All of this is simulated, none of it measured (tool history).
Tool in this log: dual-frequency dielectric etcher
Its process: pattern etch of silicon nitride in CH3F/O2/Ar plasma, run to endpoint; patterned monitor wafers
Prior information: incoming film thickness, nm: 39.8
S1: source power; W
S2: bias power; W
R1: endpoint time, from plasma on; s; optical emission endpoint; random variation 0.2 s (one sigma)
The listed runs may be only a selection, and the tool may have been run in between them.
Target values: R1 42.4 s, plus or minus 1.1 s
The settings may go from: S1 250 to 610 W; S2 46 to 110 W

run,day,S1,S2,R1
1,0,430,78,50.829
2,0.288,430,90,48.004
3,0.492,470,90,46.421
4,0.738,550,90,44.189
5,0.817,550,85,45.299
6,1.017,550,75,47.192
7,1.217,570,80,45.238
8,1.471,580,83,44.531
9,1.525,590,85,43.624
# day 1.562: source power generator calibrated
10,1.562,600,86,43.874

4 next moves are on the table. One of them brings every result within its allowed miss. Which?
A,1.6,590,83,?
B,1.6,610,91,?
C,1.6,470,102,?
D,1.6,590,77,?

move,R1
A,44.729
B,42.799
C,44.934
D,45.906
A: misses by more than the last run did
B: in spec on every target
C: misses by more than the last run did
D: misses by more than the last run did
The right move is B.
